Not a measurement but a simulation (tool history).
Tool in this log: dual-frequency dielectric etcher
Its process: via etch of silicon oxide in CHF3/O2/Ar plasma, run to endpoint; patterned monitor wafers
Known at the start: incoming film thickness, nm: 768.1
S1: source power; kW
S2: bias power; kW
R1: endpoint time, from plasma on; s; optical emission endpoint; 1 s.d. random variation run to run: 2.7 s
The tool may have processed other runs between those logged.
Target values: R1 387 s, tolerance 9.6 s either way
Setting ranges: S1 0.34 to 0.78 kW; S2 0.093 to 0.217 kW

run  hour    S1     S2      R1
  1     0  0.56  0.155  438.49
  2   3.8  0.56  0.167  432.76
  3   5.1  0.56  0.184  411.06
  4   7.5  0.47  0.184  439.63
  5   8.2  0.55  0.184  414.74
  6    17  0.55  0.161  436.48
  7  18.2  0.56  0.162  428.91
  8  24.1  0.57  0.163   425.5

4 next moves are on the table. One of them brings every result within its allowed miss. Which?
  A    30  0.53  0.169   ?
  B    30  0.56  0.141   ?
  C    30  0.65  0.184   ?
  D    30  0.49  0.146   ?

move      R1
   A  438.86
   B  452.78
   C  393.41
   D  473.71
A: its largest miss is bigger than the last run's
B: its largest miss is bigger than the last run's
C: hits every target within its allowed miss
D: its largest miss is bigger than the last run's
Move C is the one to make.
